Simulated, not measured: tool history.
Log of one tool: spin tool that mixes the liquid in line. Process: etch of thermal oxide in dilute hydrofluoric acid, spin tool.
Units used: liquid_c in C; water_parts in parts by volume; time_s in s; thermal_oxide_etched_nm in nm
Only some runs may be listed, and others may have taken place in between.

run	hour	liquid_c	water_parts	time_s	thermal_oxide_etched_nm
1	0	24	240	265	4.7516
2	5.2	26	200	265	6.4116
3	5.9	27.5	175	265	7.919
4	10.1	28.5	160	265	9.1114
5	17.8	28.5	160	285	10.017
6	18.8	29.5	160	285	10.314
7	22.2	30	155	285	10.71
# hour 23.7: hydrofluoric acid flow meter replaced
8	23.7	30.5	150	285	12.326

Run 9, settings as shown, results not yet in. Your forecast:
9	31.1	30.5	150	285	?

thermal_oxide_etched_nm: 12.397 nm
